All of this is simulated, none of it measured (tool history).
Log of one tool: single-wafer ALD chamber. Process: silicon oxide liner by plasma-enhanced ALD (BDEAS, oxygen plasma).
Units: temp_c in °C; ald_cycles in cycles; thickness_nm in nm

| run | hour | temp_c | ald_cycles | thickness_nm |
|---|---|---|---|---|
| 1 | 0 | 310 | 36 | 3.2507 |
| 2 | 6.9 | 311 | 35 | 3.1649 |
| 3 | 7.4 | 311 | 37 | 3.365 |
| 4 | 16.4 | 311 | 36 | 3.2303 |
| 5 | 21.2 | 313 | 35 | 3.1551 |
| 6 | 23.3 | 313 | 30 | 2.7012 |
| 7 | 25.2 | 309 | 33 | 3.011 |
| 8 | 31 | 311 | 33 | 2.977 |
| 9 | 32.2 | 312 | 33 | 2.9728 |
| 10 | 40.9 | 313 | 33 | 2.9673 |

The next listed run, before its measurement:
| 11 | 45.6 | 314 | 33 | ? |

{"run 11": {"thickness_nm": 2.9579}}

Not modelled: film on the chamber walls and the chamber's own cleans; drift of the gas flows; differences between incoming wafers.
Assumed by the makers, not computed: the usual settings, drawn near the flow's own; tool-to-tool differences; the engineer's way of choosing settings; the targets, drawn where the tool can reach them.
